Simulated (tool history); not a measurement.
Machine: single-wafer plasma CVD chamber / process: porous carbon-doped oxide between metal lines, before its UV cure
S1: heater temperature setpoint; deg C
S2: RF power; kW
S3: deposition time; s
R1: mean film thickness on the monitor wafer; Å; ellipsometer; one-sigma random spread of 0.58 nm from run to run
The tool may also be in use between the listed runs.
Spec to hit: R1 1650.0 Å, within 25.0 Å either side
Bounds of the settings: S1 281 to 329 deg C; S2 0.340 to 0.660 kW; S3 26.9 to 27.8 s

run 1 hour=0.0 | S1=305 S2=0.500 S3=26.9 | R1=1444.4
run 2 hour=7.0 | S1=294 S2=0.500 S3=26.9 | R1=1551.2
run 3 hour=11.1 | S1=291 S2=0.500 S3=26.9 | R1=1573.3
run 4 hour=15.2 | S1=281 S2=0.500 S3=26.9 | R1=1702.7
run 5 hour=19.6 | S1=281 S2=0.500 S3=27.8 | R1=1748.7
run 6 hour=20.3 | S1=281 S2=0.535 S3=27.8 | R1=1829.6
run 7 hour=25.8 | S1=286 S2=0.530 S3=27.8 | R1=1768.3
run 8 hour=31.7 | S1=289 S2=0.530 S3=27.8 | R1=1734.5
run 9 hour=40.2 | S1=291 S2=0.530 S3=27.8 | R1=1706.0
run 10 hour=46.0 | S1=293 S2=0.530 S3=27.8 | R1=1684.4

4 next moves are on the table. One of them brings every result within its allowed miss. Which?
run A hour=51.8 | S1=294 S2=0.570 S3=27.2 | R1=?
run B hour=51.8 | S1=298 S2=0.570 S3=27.8 | R1=?
run C hour=51.8 | S1=290 S2=0.540 S3=27.7 | R1=?
run D hour=51.8 | S1=289 S2=0.525 S3=26.9 | R1=?

move=A R1=1716.1
move=B R1=1706.5
move=C R1=1730.0
move=D R1=1660.5
A: lands further from the targets than the last run did
B: lands further from the targets than the last run did
C: lands further from the targets than the last run did
D: all results land within tolerance of their targets
D meets every target.
